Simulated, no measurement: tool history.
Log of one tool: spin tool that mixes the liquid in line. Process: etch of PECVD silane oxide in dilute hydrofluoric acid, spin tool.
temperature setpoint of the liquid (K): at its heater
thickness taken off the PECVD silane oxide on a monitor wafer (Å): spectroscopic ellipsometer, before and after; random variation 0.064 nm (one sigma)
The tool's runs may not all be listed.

run  hour  temperature setpoint of the liquid (K)  parts of water to one part of 49 % hydrofluoric acid (parts by volume)  time under the liquid (s)  thickness taken off the PECVD silane oxide on a monitor wafer (Å)
  1     0                                  293.15                                                                      60                         15                                                             37.881
  2   2.2                                  294.15                                                                      60                         15                                                             39.544
  3   4.3                                  294.15                                                                      60                         15                                                             39.458
  4   5.4                                  294.65                                                                      60                         15                                                             39.595
  5  12.9                                  297.65                                                                      60                         15                                                             45.416
  6  17.8                                  297.65                                                                      45                         15                                                             62.131
  7    21                                  298.15                                                                      45                         15                                                             63.617

Run 8 comes next. What will it give?
  8  23.5                                  298.65                                                                      45                         15                                                                  ?

{"run 8": {"thickness taken off the PECVD silane oxide on a monitor wafer (Å)": 64.302}}
